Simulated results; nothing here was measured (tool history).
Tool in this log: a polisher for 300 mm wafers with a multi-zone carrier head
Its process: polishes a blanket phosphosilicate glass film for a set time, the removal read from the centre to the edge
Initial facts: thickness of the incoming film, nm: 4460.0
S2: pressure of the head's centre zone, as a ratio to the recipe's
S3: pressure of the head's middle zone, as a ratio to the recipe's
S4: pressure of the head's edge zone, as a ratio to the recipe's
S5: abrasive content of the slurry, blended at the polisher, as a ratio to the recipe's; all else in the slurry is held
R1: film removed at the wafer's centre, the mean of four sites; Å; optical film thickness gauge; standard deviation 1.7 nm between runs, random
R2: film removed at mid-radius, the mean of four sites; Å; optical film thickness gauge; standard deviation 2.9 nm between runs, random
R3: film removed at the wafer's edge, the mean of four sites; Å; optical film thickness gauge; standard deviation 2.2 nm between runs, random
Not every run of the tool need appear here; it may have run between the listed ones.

{"run": 1, "hour": 0.0, "flow of slurry (ml/min)": 225, "S2": 1, "S3": 1, "S4": 1, "S5": 1, "polishing time (s)": 34, "R1": 3527.3, "R2": 3271.8, "R3": 3366}
{"run": 2, "hour": 8.1, "flow of slurry (ml/min)": 225, "S2": 1, "S3": 1.06, "S4": 1, "S5": 1, "polishing time (s)": 34, "R1": 3561.2, "R2": 3441.8, "R3": 3326}
{"run": 3, "hour": 10.8, "flow of slurry (ml/min)": 225, "S2": 0.93, "S3": 1.06, "S4": 1, "S5": 1, "polishing time (s)": 34, "R1": 3301.7, "R2": 3415.6, "R3": 3376.4}
{"run": 4, "hour": 19.7, "flow of slurry (ml/min)": 190, "S2": 0.93, "S3": 1.06, "S4": 1, "S5": 1, "polishing time (s)": 34, "R1": 3211.8, "R2": 3361.1, "R3": 3315.2}
{"run": 5, "hour": 27.5, "flow of slurry (ml/min)": 190, "S2": 0.93, "S3": 1.06, "S4": 1, "S5": 1, "polishing time (s)": 31, "R1": 2963, "R2": 3068.2, "R3": 2967.2}
{"hour": 28.5, "done": "centre zone pressure recalibrated"}
{"run": 6, "hour": 28.5, "flow of slurry (ml/min)": 190, "S2": 0.98, "S3": 1.06, "S4": 1, "S5": 1, "polishing time (s)": 31, "R1": 2891.6, "R2": 3107.8, "R3": 2997.3}

Estimate the outcome of run 7 from the log above:
{"run": 7, "hour": 36.8, "flow of slurry (ml/min)": 135, "S2": 1.08, "S3": 1.09, "S4": 1.1, "S5": 0.75, "polishing time (s)": 30, "R1": "?", "R2": "?", "R3": "?"}

R1: 2515.1 Å
R2: 2485.4 Å
R3: 2531 Å

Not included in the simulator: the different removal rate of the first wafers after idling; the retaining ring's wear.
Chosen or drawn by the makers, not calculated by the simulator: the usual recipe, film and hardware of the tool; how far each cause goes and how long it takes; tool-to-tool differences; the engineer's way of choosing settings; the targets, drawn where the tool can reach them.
